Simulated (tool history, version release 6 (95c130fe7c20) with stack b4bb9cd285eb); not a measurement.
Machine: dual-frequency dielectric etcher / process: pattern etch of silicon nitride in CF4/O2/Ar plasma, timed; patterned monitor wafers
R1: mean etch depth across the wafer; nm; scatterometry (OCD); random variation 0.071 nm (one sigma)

run 1 hour=0.0 | source_power_(kW)=0.630 bias_power_(kW)=0.046 Ar_flow_(sccm)=114 CF4_flow_(sccm)=125 etch_time_(s)=16.0 | R1=35.145
run 2 hour=7.7 | source_power_(kW)=0.590 bias_power_(kW)=0.046 Ar_flow_(sccm)=114 CF4_flow_(sccm)=125 etch_time_(s)=16.0 | R1=33.246
run 3 hour=10.6 | source_power_(kW)=0.640 bias_power_(kW)=0.046 Ar_flow_(sccm)=114 CF4_flow_(sccm)=125 etch_time_(s)=16.0 | R1=35.518
run 4 hour=15.7 | source_power_(kW)=0.600 bias_power_(kW)=0.046 Ar_flow_(sccm)=114 CF4_flow_(sccm)=125 etch_time_(s)=16.0 | R1=33.668
run 5 hour=21.6 | source_power_(kW)=0.570 bias_power_(kW)=0.046 Ar_flow_(sccm)=114 CF4_flow_(sccm)=125 etch_time_(s)=16.0 | R1=32.418
run 6 hour=29.9 | source_power_(kW)=0.570 bias_power_(kW)=0.046 Ar_flow_(sccm)=114 CF4_flow_(sccm)=136 etch_time_(s)=16.0 | R1=32.878
run 7 hour=32.7 | source_power_(kW)=0.540 bias_power_(kW)=0.046 Ar_flow_(sccm)=114 CF4_flow_(sccm)=136 etch_time_(s)=16.0 | R1=31.448
run 8 hour=33.8 | source_power_(kW)=0.520 bias_power_(kW)=0.046 Ar_flow_(sccm)=114 CF4_flow_(sccm)=136 etch_time_(s)=16.0 | R1=30.313
run 9 hour=36.4 | source_power_(kW)=0.500 bias_power_(kW)=0.046 Ar_flow_(sccm)=114 CF4_flow_(sccm)=136 etch_time_(s)=16.0 | R1=29.439
run 10 hour=40.4 | source_power_(kW)=0.490 bias_power_(kW)=0.046 Ar_flow_(sccm)=114 CF4_flow_(sccm)=136 etch_time_(s)=16.0 | R1=28.961

Run 11, settings as shown, results not yet in. Your forecast:
run 11 hour=43.0 | source_power_(kW)=0.480 bias_power_(kW)=0.046 Ar_flow_(sccm)=114 CF4_flow_(sccm)=136 etch_time_(s)=16.0 | R1=?

R1: 28.375 nm
